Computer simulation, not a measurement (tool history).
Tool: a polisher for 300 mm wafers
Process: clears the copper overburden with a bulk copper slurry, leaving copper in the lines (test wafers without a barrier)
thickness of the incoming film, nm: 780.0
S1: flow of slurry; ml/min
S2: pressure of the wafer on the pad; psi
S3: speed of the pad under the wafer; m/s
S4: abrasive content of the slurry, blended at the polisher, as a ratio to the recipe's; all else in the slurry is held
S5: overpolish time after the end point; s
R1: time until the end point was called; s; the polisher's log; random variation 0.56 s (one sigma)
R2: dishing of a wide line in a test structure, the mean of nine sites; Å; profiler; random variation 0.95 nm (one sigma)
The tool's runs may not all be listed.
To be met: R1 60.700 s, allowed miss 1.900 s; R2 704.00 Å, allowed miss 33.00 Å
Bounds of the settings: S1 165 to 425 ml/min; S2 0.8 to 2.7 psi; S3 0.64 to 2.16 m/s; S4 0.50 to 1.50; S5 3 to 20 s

{"run": 1, "hour": 0.0, "S1": 275, "S2": 1.7, "S3": 1.4, "S4": 1.0, "S5": 10, "R1": 83.438, "R2": 507.51}
{"run": 2, "hour": 6.0, "S1": 275, "S2": 1.9, "S3": 1.4, "S4": 1.0, "S5": 10, "R1": 74.185, "R2": 566.17}
{"run": 3, "hour": 13.9, "S1": 275, "S2": 1.9, "S3": 1.4, "S4": 0.9, "S5": 10, "R1": 76.483, "R2": 553.5}
{"run": 4, "hour": 18.0, "S1": 275, "S2": 2.0, "S3": 1.4, "S4": 0.9, "S5": 10, "R1": 72.634, "R2": 571.07}
{"run": 5, "hour": 26.9, "S1": 220, "S2": 2.0, "S3": 1.4, "S4": 0.9, "S5": 10, "R1": 73.785, "R2": 572.47}
{"run": 6, "hour": 32.2, "S1": 220, "S2": 1.7, "S3": 1.4, "S4": 0.9, "S5": 10, "R1": 86.676, "R2": 481.85}
{"run": 7, "hour": 36.5, "S1": 220, "S2": 1.8, "S3": 1.4, "S4": 0.9, "S5": 10, "R1": 80.897, "R2": 528.02}
{"run": 8, "hour": 38.3, "S1": 220, "S2": 1.9, "S3": 1.4, "S4": 0.9, "S5": 10, "R1": 77.582, "R2": 552.41}
{"run": 9, "hour": 40.3, "S1": 220, "S2": 2.0, "S3": 1.4, "S4": 0.9, "S5": 10, "R1": 72.922, "R2": 562.13}
{"run": 10, "hour": 44.9, "S1": 220, "S2": 2.2, "S3": 1.4, "S4": 0.9, "S5": 11, "R1": 67.421, "R2": 644.14}

Which of these 4 next moves meets every target?
{"run": "A", "hour": 49.5, "S1": 230, "S2": 2.3, "S3": 1.16, "S4": 1.0, "S5": 13, "R1": "?", "R2": "?"}
{"run": "B", "hour": 49.5, "S1": 195, "S2": 2.2, "S3": 1.54, "S4": 1.0, "S5": 9, "R1": "?", "R2": "?"}
{"run": "C", "hour": 49.5, "S1": 165, "S2": 2.2, "S3": 1.68, "S4": 0.85, "S5": 11, "R1": "?", "R2": "?"}
{"run": "D", "hour": 49.5, "S1": 200, "S2": 2.3, "S3": 1.34, "S4": 0.9, "S5": 12, "R1": "?", "R2": "?"}

move=A R1=74.326 R2=718.24
move=B R1=61.242 R2=629.20
move=C R1=61.199 R2=727.62
move=D R1=68.688 R2=717.65
A: further off than the last run
B: brings the result that was furthest off to its target, and leaves another outside
C: meets every target
D: further off than the last run
The right move is C.
